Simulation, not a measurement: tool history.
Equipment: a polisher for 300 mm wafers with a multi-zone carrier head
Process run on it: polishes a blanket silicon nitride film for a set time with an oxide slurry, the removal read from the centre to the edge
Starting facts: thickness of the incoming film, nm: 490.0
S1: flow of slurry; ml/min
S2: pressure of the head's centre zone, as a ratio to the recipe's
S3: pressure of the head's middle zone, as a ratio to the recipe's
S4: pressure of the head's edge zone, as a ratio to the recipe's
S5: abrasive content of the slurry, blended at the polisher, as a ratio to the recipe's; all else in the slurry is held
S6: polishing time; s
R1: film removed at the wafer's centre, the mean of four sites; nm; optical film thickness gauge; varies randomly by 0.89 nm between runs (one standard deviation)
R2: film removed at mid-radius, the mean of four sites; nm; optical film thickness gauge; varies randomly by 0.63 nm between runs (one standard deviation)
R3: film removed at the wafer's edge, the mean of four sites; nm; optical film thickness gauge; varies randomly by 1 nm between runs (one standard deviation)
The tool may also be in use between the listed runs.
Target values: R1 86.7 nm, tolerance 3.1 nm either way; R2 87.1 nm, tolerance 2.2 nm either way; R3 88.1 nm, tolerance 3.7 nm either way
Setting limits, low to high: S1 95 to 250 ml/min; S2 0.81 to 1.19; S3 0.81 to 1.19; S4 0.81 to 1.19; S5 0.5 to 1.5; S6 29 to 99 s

Run 1, day 0: S1 160 ml/min, S2 1, S3 1, S4 1, S5 1, S6 64 s. Result: R1 63.601 nm, R2 60.658 nm, R3 61.003 nm.
Run 2, day 0.25: S1 160 ml/min, S2 1.08, S3 1, S4 1, S5 1, S6 64 s. Result: R1 69.49 nm, R2 60.866 nm, R3 62.555 nm.
Run 3, day 0.396: S1 160 ml/min, S2 1.03, S3 1, S4 1, S5 1, S6 64 s. Result: R1 66.997 nm, R2 61.068 nm, R3 61.333 nm.
Run 4, day 0.746: S1 160 ml/min, S2 1.03, S3 1, S4 0.93, S5 1, S6 64 s. Result: R1 66.306 nm, R2 60.312 nm, R3 60.272 nm.
Run 5, day 0.938: S1 160 ml/min, S2 1.02, S3 1.01, S4 0.99, S5 1.15, S6 65 s. Result: R1 69.174 nm, R2 66.424 nm, R3 65.165 nm.
Run 6, day 1.154: S1 160 ml/min, S2 0.95, S3 1.01, S4 0.99, S5 1.15, S6 65 s. Result: R1 67.466 nm, R2 64.809 nm, R3 66.718 nm.
Run 7, day 1.188: S1 160 ml/min, S2 0.95, S3 1.01, S4 0.99, S5 1.15, S6 65 s. Result: R1 66.629 nm, R2 66.849 nm, R3 65.036 nm.
Run 8, day 1.562: S1 165 ml/min, S2 0.96, S3 1.01, S4 1.03, S5 1.25, S6 67 s. Result: R1 71.316 nm, R2 70.881 nm, R3 70.097 nm.

4 candidate next runs follow, results not yet known. Just one meets every target within its allowed miss. Identify it.
Run A, day 1.938: S1 130 ml/min, S2 0.94, S3 1.02, S4 1.04, S5 1.4, S6 81 s. Result: R1 ?, R2 ?, R3 ?.
Run B, day 1.938: S1 150 ml/min, S2 0.84, S3 1, S4 1.04, S5 1.45, S6 57 s. Result: R1 ?, R2 ?, R3 ?.
Run C, day 1.938: S1 190 ml/min, S2 1.13, S3 1.02, S4 0.96, S5 1.2, S6 52 s. Result: R1 ?, R2 ?, R3 ?.
Run D, day 1.938: S1 135 ml/min, S2 0.9, S3 1.18, S4 1.02, S5 1.3, S6 79 s. Result: R1 ?, R2 ?, R3 ?.

move      R1      R2      R3
   A  86.229  86.749  88.044
   B  56.835  61.795  63.483
   C  64.143  54.648  53.305
   D  79.273  93.637   82.99
A: hits every target within its allowed miss
B: moves away from the targets compared with the last run
C: moves away from the targets compared with the last run
D: pushes the last run's worst result past its target
The right move is A.
